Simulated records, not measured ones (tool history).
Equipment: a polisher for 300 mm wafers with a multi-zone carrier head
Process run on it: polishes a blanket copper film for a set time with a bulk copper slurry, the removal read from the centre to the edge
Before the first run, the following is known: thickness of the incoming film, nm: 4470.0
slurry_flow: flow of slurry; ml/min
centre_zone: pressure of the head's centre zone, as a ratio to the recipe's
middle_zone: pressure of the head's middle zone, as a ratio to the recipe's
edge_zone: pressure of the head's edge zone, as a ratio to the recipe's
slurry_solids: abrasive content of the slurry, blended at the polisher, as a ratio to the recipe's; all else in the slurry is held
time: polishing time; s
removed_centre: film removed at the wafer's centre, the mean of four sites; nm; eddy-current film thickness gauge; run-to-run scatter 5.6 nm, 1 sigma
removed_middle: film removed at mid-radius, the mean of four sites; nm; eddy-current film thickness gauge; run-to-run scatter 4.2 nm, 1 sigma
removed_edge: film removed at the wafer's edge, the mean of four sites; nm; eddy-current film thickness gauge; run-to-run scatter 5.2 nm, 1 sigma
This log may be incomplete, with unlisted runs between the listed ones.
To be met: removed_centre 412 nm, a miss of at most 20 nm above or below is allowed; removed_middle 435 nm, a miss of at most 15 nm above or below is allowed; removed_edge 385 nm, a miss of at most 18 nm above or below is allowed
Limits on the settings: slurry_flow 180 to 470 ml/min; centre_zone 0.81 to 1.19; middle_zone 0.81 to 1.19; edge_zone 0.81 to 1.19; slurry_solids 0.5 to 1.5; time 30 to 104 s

run,hour,slurry_flow,centre_zone,middle_zone,edge_zone,slurry_solids,time,removed_centre,removed_middle,removed_edge
1,0,300,1,1,1,1,67,477.66,448.56,455.92
2,7.8,300,0.99,1.01,0.98,0.95,67,466.1,463.91,458.38
3,15.1,300,0.99,1.01,0.98,0.95,53,374.68,364.04,369.12
4,19.9,300,0.94,1.01,0.98,0.95,53,349.07,368.38,354.48
5,25.8,300,0.94,1.01,0.95,0.95,53,348.4,362.83,364.02
6,27.4,305,0.95,1.03,0.96,0.95,53,360.17,370.44,369.45
7,31.9,295,0.96,1.05,1,0.9,53,345.64,371.76,353.84
8,39.8,300,0.97,1.07,1,0.9,53,349.78,384.72,361.7
9,43.7,305,0.99,1.09,1,0.9,53,368.66,387.3,361.42
10,49.3,310,0.99,1.1,1,0.9,53,363.76,391.2,350.03
11,52.7,310,0.99,1.1,1,0.95,54,375.97,402.02,374.49
12,54.8,315,1,1.11,1,0.95,54,386.87,408.78,372.07
13,58.7,320,1,1.12,1,0.95,54,375.74,414.51,375.21
14,64.7,325,1.01,1.13,1,0.95,54,385.01,410.24,374.28
15,71,325,1.02,1.14,1,0.95,54,386.44,419.98,371.98

Of the 4 settings listed for the next run, only one would bring every result within its allowed miss of target. Which one?
A,77.3,320,0.91,1.07,1.02,1,56,?,?,?
B,77.3,260,1.07,1.19,1.06,1.05,55,?,?,?
C,77.3,410,1.02,1.08,0.95,0.9,55,?,?,?
D,77.3,335,0.95,1.13,1.04,1.15,52,?,?,?

move,removed_centre,removed_middle,removed_edge
A,364.01,409.14,400.5
B,413.95,433.29,396.22
C,404.82,407.71,381.09
D,361.41,407.13,383.36
A: moves away from the targets compared with the last run
B: hits every target within its allowed miss
C: meets the target for the result that was furthest off, but another lies outside its allowed miss
D: moves away from the targets compared with the last run
The move that meets every target is B.

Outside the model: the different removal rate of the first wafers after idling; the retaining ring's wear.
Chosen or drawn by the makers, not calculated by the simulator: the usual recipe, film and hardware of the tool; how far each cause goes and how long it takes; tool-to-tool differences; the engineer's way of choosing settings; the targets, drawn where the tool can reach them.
